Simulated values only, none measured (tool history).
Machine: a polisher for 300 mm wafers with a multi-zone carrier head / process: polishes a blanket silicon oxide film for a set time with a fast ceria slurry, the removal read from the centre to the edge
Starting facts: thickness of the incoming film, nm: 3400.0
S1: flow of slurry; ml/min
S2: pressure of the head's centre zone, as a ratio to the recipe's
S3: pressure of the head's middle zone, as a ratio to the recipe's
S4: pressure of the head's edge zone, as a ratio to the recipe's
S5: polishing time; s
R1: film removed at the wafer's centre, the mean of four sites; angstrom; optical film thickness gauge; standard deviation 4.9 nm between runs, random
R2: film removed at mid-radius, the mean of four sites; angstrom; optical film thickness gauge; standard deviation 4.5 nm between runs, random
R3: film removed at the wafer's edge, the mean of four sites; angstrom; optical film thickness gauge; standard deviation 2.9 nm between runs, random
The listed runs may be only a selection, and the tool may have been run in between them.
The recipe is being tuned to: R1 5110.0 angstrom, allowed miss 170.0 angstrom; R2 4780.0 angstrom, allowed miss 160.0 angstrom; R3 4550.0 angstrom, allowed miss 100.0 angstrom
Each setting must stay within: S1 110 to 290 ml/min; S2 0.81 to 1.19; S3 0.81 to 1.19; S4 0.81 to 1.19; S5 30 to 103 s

run,hour,S1,S2,S3,S4,S5,R1,R2,R3
1,0.0,185,1.00,1.00,1.00,66,9152.8,9044.0,9089.8
2,1.0,185,1.00,1.00,0.97,66,9061.2,9084.7,8884.7
3,3.1,185,1.00,1.00,0.97,73,10170.0,10116.0,10004.0
4,8.1,185,0.95,1.00,0.97,73,9775.8,9986.2,9968.1
5,14.2,185,0.95,1.00,0.97,81,10530.0,11273.0,10887.0
6,19.7,170,0.94,1.00,0.94,71,8974.9,9665.1,9389.7
7,26.2,160,0.96,0.98,0.92,63,8389.4,8303.8,8149.3
8,27.9,120,0.90,0.96,0.82,45,5184.6,5485.1,5416.5
9,35.7,125,0.92,0.96,0.82,43,5116.5,5441.3,5206.2
10,41.4,125,0.94,0.95,0.82,42,5212.8,5150.3,5028.8
11,44.1,125,0.95,0.95,0.82,41,5117.2,5067.5,4899.9
12,46.1,125,0.96,0.95,0.82,41,5072.3,5095.9,4918.0
13,52.9,135,1.06,0.96,0.81,35,4905.9,4386.1,4211.5
14,57.8,135,1.06,0.96,0.81,35,4827.5,4400.9,4228.8
15,64.0,145,1.06,0.96,0.81,35,4844.3,4483.8,4282.4

Exactly one of the 5 candidate moves below puts every result within its allowed miss. Which one?
A,70.2,145,0.96,0.86,0.91,36,?,?,?
B,70.2,110,1.06,0.98,0.81,39,?,?,?
C,70.2,175,0.98,0.90,0.87,34,?,?,?
D,70.2,110,1.12,0.97,0.81,34,?,?,?
E,70.2,120,1.03,1.08,0.81,34,?,?,?

move,R1,R2,R3
A,4643.8,4252.7,4565.3
B,5198.0,4882.9,4524.6
C,4618.2,4293.4,4312.7
D,4763.1,4219.2,3945.0
E,4504.6,4701.6,3985.9
A: puts the biggest miss on target and leaves a different result outside tolerance
B: every result lands within tolerance
C: its largest miss is bigger than the last run's
D: its largest miss is bigger than the last run's
E: its largest miss is bigger than the last run's
Go with B: it meets all targets.

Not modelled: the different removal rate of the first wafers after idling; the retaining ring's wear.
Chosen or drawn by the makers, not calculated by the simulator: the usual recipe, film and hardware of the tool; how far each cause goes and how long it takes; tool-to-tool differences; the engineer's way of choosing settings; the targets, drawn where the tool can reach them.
